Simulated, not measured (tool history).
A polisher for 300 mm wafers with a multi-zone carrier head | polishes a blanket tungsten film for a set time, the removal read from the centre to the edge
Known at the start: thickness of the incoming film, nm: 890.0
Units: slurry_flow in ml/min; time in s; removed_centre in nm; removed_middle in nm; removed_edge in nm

| run | hour | slurry_flow | centre_zone | middle_zone | edge_zone | slurry_solids | time | removed_centre | removed_middle | removed_edge |
|---|---|---|---|---|---|---|---|---|---|---|
| 1 | 0 | 245 | 1 | 1 | 1 | 1 | 52 | 212.61 | 218.52 | 219.13 |
| 2 | 3.3 | 245 | 1.07 | 1 | 1 | 1 | 52 | 225.77 | 207.9 | 216.94 |
| 3 | 8.2 | 240 | 1.09 | 0.99 | 0.99 | 1 | 52 | 226.11 | 210.53 | 214.03 |
| 4 | 11 | 250 | 1.11 | 0.96 | 0.98 | 1 | 52 | 227.25 | 209.74 | 216.77 |
| 5 | 19.2 | 250 | 1.11 | 0.96 | 0.98 | 1 | 57 | 260.11 | 224.95 | 235.39 |
| 6 | 23.3 | 240 | 1.13 | 0.93 | 0.97 | 0.9 | 57 | 248.37 | 214.11 | 228.94 |
| 7 | 29.2 | 235 | 1.14 | 0.9 | 0.94 | 0.9 | 57 | 253.14 | 206.22 | 222.35 |

Run 8 comes next. What will it give?
| 8 | 33.7 | 235 | 1.14 | 0.9 | 0.94 | 0.9 | 57 | ? | ? | ? |

{"run 8": {"removed_centre": 254.33, "removed_middle": 206.85, "removed_edge": 224.58}}
